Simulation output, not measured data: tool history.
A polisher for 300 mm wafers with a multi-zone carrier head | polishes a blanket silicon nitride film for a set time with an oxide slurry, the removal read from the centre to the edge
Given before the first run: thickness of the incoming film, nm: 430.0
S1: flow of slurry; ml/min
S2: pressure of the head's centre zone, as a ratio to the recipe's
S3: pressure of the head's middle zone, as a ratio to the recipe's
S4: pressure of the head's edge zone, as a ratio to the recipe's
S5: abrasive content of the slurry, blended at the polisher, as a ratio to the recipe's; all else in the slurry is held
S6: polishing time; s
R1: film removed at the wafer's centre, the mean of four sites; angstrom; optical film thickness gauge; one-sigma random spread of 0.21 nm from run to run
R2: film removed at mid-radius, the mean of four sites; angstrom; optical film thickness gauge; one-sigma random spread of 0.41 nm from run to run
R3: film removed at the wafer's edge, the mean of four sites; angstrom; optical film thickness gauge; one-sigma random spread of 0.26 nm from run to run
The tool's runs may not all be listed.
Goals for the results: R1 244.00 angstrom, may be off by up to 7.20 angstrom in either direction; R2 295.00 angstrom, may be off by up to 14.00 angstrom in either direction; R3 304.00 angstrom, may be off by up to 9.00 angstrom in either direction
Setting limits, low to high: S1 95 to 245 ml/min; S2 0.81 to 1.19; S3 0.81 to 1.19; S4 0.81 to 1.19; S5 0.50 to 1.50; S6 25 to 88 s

Run 1, hour 0.0: S1 155 ml/min, S2 1.00, S3 1.00, S4 1.00, S5 1.00, S6 56 s. Result: R1 227.40 angstrom, R2 216.36 angstrom, R3 232.93 angstrom.
Run 2, hour 0.9: S1 160 ml/min, S2 0.98, S3 1.02, S4 1.02, S5 1.05, S6 56 s. Result: R1 223.89 angstrom, R2 227.78 angstrom, R3 243.42 angstrom.
Run 3, hour 3.6: S1 170 ml/min, S2 0.98, S3 1.04, S4 1.04, S5 1.10, S6 56 s. Result: R1 230.85 angstrom, R2 234.71 angstrom, R3 250.03 angstrom.
Run 4, hour 10.4: S1 170 ml/min, S2 0.98, S3 1.04, S4 0.99, S5 1.10, S6 56 s. Result: R1 232.12 angstrom, R2 248.33 angstrom, R3 242.90 angstrom.
Run 5, hour 17.2: S1 175 ml/min, S2 0.97, S3 1.05, S4 1.01, S5 1.15, S6 56 s. Result: R1 236.65 angstrom, R2 247.01 angstrom, R3 249.85 angstrom.
Run 6, hour 21.6: S1 175 ml/min, S2 0.97, S3 1.05, S4 1.07, S5 1.15, S6 56 s. Result: R1 233.88 angstrom, R2 243.26 angstrom, R3 256.06 angstrom.
Run 7, hour 24.1: S1 175 ml/min, S2 0.96, S3 1.06, S4 1.08, S5 1.20, S6 56 s. Result: R1 233.01 angstrom, R2 255.70 angstrom, R3 263.04 angstrom.
Run 8, hour 30.8: S1 180 ml/min, S2 0.95, S3 1.06, S4 1.09, S5 1.25, S6 56 s. Result: R1 236.53 angstrom, R2 248.98 angstrom, R3 267.25 angstrom.
Run 9, hour 33.8: S1 180 ml/min, S2 0.94, S3 1.07, S4 1.10, S5 1.30, S6 56 s. Result: R1 237.65 angstrom, R2 257.22 angstrom, R3 273.69 angstrom.
Run 10, hour 42.4: S1 185 ml/min, S2 0.93, S3 1.08, S4 1.11, S5 1.35, S6 56 s. Result: R1 237.87 angstrom, R2 268.62 angstrom, R3 278.96 angstrom.
Run 11, hour 50.3: S1 190 ml/min, S2 0.93, S3 1.09, S4 1.12, S5 1.35, S6 56 s. Result: R1 236.41 angstrom, R2 267.90 angstrom, R3 279.87 angstrom.

Below are 4 possible settings for the next run. Only one of them brings all results inside the allowed miss of their targets. Which is it?
Run A, hour 58.2: S1 230 ml/min, S2 1.00, S3 1.08, S4 1.04, S5 1.45, S6 50 s. Result: R1 ?, R2 ?, R3 ?.
Run B, hour 58.2: S1 180 ml/min, S2 0.90, S3 1.05, S4 1.18, S5 1.45, S6 62 s. Result: R1 ?, R2 ?, R3 ?.
Run C, hour 58.2: S1 170 ml/min, S2 0.90, S3 1.14, S4 1.16, S5 1.35, S6 60 s. Result: R1 ?, R2 ?, R3 ?.
Run D, hour 58.2: S1 180 ml/min, S2 0.81, S3 0.99, S4 1.09, S5 1.50, S6 65 s. Result: R1 ?, R2 ?, R3 ?.

move      R1      R2      R3
   A  242.79  255.71  253.58
   B  260.71  299.46  327.16
   C  244.30  301.23  304.35
   D  248.29  302.08  333.10
A: further off than the last run
B: moves the result that the last run missed by most past its target, out the other side
C: all results land within tolerance of their targets
D: moves the result that the last run missed by most past its target, out the other side
So the answer is move C, the one that meets all the targets.
